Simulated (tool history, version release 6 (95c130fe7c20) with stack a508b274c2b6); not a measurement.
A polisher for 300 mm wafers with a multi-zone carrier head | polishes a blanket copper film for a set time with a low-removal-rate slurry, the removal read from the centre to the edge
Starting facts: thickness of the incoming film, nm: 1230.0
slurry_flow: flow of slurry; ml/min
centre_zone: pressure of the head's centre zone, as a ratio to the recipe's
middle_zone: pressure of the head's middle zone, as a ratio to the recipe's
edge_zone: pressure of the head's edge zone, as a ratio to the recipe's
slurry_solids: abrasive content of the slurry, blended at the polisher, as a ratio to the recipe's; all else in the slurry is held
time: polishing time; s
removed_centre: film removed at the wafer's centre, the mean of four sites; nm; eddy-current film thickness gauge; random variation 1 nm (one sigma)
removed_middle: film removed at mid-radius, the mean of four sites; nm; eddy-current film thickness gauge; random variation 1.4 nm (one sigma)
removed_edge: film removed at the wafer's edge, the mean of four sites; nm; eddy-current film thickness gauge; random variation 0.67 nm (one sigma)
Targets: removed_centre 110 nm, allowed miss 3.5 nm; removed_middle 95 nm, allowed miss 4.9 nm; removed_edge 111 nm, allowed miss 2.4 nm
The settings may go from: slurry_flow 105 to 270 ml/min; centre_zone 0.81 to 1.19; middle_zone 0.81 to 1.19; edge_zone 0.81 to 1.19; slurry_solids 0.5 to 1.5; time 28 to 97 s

run	day	slurry_flow	centre_zone	middle_zone	edge_zone	slurry_solids	time	removed_centre	removed_middle	removed_edge
1	0	175	1	1	1	1	62	171.61	182.58	180.14
2	0.125	175	1	1	1	1	52	143.17	151.05	149.77
3	0.371	175	0.97	1	1	1	52	138.89	150.45	151.97
4	0.521	175	0.97	0.96	1	1	52	142.59	144.09	150.61
# day 0.579: centre zone pressure recalibrated
5	0.579	160	0.94	0.91	0.96	0.85	50	130.16	124.82	136.34
6	0.925	150	0.92	0.88	0.92	0.75	49	121.81	118.71	126.79
7	1	125	0.99	0.81	0.99	0.5	42	96.755	84.71	100.87
8	1.262	150	1	0.82	1	0.5	42	101.78	86.415	102.3
9	1.371	165	0.99	0.83	1.01	0.55	42	105.32	93.46	106.61
10	1.488	170	1	0.82	1.03	0.55	42	106.23	90.517	108.02
11	1.746	175	1	0.83	1.03	0.55	42	106.76	88.469	108.58
12	1.925	180	1	0.85	1.02	0.55	42	108.24	93.314	107.71
13	2.192	180	1	0.85	1.02	0.55	42	107.86	95.177	108.1
14	2.408	185	1	0.85	1.03	0.55	42	108.86	93.178	108.09

Exercise: of the 4 proposed moves below, exactly one satisfies all targets within the stated allowed misses. Which move is it?
A	2.625	180	1.03	0.81	0.98	0.65	42	?	?	?
B	2.625	215	1.05	0.85	1.03	0.65	38	?	?	?
C	2.625	205	1.01	0.81	1.07	0.6	39	?	?	?
D	2.625	215	0.96	0.81	0.94	0.5	45	?	?	?

move	removed_centre	removed_middle	removed_edge
A	115.44	90.586	108.53
B	108.88	86.915	101.98
C	104.82	83.742	104.33
D	110.71	93.069	108.72
A: misses by more than the last run did
B: misses by more than the last run did
C: misses by more than the last run did
D: hits every target within its allowed miss
D meets every target.
